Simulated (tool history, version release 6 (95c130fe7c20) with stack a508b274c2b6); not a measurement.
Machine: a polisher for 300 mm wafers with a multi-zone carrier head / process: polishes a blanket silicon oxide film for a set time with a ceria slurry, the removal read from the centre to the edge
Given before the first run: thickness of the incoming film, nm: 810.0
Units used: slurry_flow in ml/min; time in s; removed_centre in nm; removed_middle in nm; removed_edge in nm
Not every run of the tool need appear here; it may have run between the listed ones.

run  hour  slurry_flow  centre_zone  middle_zone  edge_zone  time  removed_centre  removed_middle  removed_edge
  1     0          175            1            1          1    36          244.36          244.69        248.23
  2   6.9          175            1            1          1    42          284.73          288.06        296.73
  3  11.8          170         0.99         1.01       0.99    42          284.45          290.98        284.89
  4  15.7          165         0.98         1.02       0.99    42          280.06          292.96        284.72
  5  19.4          165         0.98         1.02       0.99    46          300.55          316.75        312.33
  6  25.3          160         0.97         1.02       0.98    46          300.06          313.78        308.66
  7  31.7          125         0.87          1.1       0.88    44          239.07          307.73        270.25

The next listed run, before its measurement:
  8  34.7          130         0.87          1.1       0.87    44               ?               ?             ?

Run 8 produced removed_centre 243.51 nm, removed_middle 313.33 nm, removed_edge 273.59 nm.

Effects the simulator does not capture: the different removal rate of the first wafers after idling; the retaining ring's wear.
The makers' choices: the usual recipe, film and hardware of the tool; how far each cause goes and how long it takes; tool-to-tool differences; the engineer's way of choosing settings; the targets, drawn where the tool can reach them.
